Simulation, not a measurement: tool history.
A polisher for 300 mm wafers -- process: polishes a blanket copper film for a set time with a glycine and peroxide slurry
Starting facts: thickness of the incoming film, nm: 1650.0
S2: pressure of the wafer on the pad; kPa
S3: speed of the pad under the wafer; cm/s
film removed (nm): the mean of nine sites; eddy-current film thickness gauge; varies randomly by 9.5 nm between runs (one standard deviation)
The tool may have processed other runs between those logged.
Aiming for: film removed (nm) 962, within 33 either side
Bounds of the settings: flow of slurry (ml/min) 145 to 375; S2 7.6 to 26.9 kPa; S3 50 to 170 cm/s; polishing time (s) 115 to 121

run 1 hour=0 | flow_of_slurry_(ml/min)=240 S2=17.2 S3=110 polishing_time_(s)=115 | film_removed_(nm)=560.98
run 2 hour=2.9 | flow_of_slurry_(ml/min)=240 S2=20 S3=112 polishing_time_(s)=115 | film_removed_(nm)=652.02
run 3 hour=10.7 | flow_of_slurry_(ml/min)=240 S2=22.1 S3=114 polishing_time_(s)=115 | film_removed_(nm)=722.13
run 4 hour=13.9 | flow_of_slurry_(ml/min)=300 S2=22.1 S3=114 polishing_time_(s)=115 | film_removed_(nm)=740.26
run 5 hour=18.7 | flow_of_slurry_(ml/min)=300 S2=24.8 S3=114 polishing_time_(s)=115 | film_removed_(nm)=824.26
run 6 hour=23.9 | flow_of_slurry_(ml/min)=270 S2=24.8 S3=114 polishing_time_(s)=115 | film_removed_(nm)=814.76
run 7 hour=30.1 | flow_of_slurry_(ml/min)=270 S2=25.5 S3=116 polishing_time_(s)=115 | film_removed_(nm)=846.21
run 8 hour=31.7 | flow_of_slurry_(ml/min)=270 S2=26.2 S3=118 polishing_time_(s)=115 | film_removed_(nm)=882.14

Exercise: of the 4 proposed moves below, exactly one satisfies all targets within the stated allowed misses. Which move is it?
run A hour=33.3 | flow_of_slurry_(ml/min)=245 S2=26.9 S3=116 polishing_time_(s)=115 | film_removed_(nm)=?
run B hour=33.3 | flow_of_slurry_(ml/min)=255 S2=23.4 S3=120 polishing_time_(s)=120 | film_removed_(nm)=?
run C hour=33.3 | flow_of_slurry_(ml/min)=240 S2=24.1 S3=122 polishing_time_(s)=119 | film_removed_(nm)=?
run D hour=33.3 | flow_of_slurry_(ml/min)=240 S2=24.8 S3=132 polishing_time_(s)=121 | film_removed_(nm)=?

move=A film_removed_(nm)=871.39
move=B film_removed_(nm)=834.27
move=C film_removed_(nm)=854.8
move=D film_removed_(nm)=955.33
A: lands further from the targets than the last run did
B: lands further from the targets than the last run did
C: lands further from the targets than the last run did
D: meets every target
Answer: D

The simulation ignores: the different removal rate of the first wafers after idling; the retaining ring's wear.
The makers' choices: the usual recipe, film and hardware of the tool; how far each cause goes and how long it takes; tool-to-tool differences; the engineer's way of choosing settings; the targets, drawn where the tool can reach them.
